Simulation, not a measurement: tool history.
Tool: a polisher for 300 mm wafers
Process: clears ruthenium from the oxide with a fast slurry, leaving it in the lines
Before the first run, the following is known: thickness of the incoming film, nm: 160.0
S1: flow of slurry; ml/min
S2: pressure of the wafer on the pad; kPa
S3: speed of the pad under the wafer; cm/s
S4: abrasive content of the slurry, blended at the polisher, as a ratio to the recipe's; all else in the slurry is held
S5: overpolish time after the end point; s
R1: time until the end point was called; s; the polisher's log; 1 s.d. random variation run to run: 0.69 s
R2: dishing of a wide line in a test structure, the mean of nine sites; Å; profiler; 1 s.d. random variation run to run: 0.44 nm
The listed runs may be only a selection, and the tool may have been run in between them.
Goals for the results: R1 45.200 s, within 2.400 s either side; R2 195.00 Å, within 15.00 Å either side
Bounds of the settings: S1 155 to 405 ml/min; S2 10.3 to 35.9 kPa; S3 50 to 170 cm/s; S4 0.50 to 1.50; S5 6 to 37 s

Run 1, hour 0.0: S1 260 ml/min, S2 22.8 kPa, S3 110 cm/s, S4 1.00, S5 19 s. Result: R1 40.366 s, R2 459.28 Å.
Run 2, hour 7.7: S1 260 ml/min, S2 22.1 kPa, S3 110 cm/s, S4 1.00, S5 18 s. Result: R1 41.271 s, R2 464.55 Å.
Run 3, hour 8.3: S1 260 ml/min, S2 22.1 kPa, S3 110 cm/s, S4 0.90, S5 18 s. Result: R1 42.825 s, R2 457.79 Å.
Run 4, hour 10.8: S1 260 ml/min, S2 22.1 kPa, S3 110 cm/s, S4 1.05, S5 18 s. Result: R1 39.960 s, R2 462.58 Å.
Run 5, hour 15.0: S1 250 ml/min, S2 22.8 kPa, S3 104 cm/s, S4 1.10, S5 17 s. Result: R1 41.036 s, R2 431.60 Å.
Run 6, hour 19.6: S1 250 ml/min, S2 25.5 kPa, S3 104 cm/s, S4 1.10, S5 17 s. Result: R1 36.739 s, R2 478.77 Å.
Run 7, hour 20.7: S1 240 ml/min, S2 24.1 kPa, S3 106 cm/s, S4 1.15, S5 16 s. Result: R1 36.800 s, R2 465.92 Å.
Run 8, hour 29.0: S1 310 ml/min, S2 20.7 kPa, S3 90 cm/s, S4 0.90, S5 7 s. Result: R1 56.003 s, R2 186.19 Å.

Consider the 5 candidate settings below. Which is the only one whose results all fall within their allowed miss of target?
Run A, hour 37.3: S1 370 ml/min, S2 24.1 kPa, S3 88 cm/s, S4 0.70, S5 6 s. Result: R1 ?, R2 ?.
Run B, hour 37.3: S1 320 ml/min, S2 23.4 kPa, S3 96 cm/s, S4 0.95, S5 6 s. Result: R1 ?, R2 ?.
Run C, hour 37.3: S1 340 ml/min, S2 19.3 kPa, S3 78 cm/s, S4 0.90, S5 9 s. Result: R1 ?, R2 ?.
Run D, hour 37.3: S1 330 ml/min, S2 17.9 kPa, S3 108 cm/s, S4 0.90, S5 7 s. Result: R1 ?, R2 ?.
Run E, hour 37.3: S1 355 ml/min, S2 24.8 kPa, S3 76 cm/s, S4 1.05, S5 6 s. Result: R1 ?, R2 ?.

move      R1      R2
   A  54.140  166.39
   B  44.854  195.66
   C  67.378  195.42
   D  53.005  193.54
   E  50.453  176.90
A: closes in on the targets versus the last run, not all within tolerance yet
B: in spec on every target
C: moves away from the targets compared with the last run
D: closes in on the targets versus the last run, not all within tolerance yet
E: closes in on the targets versus the last run, not all within tolerance yet
B is the move that brings every result within its allowed miss.
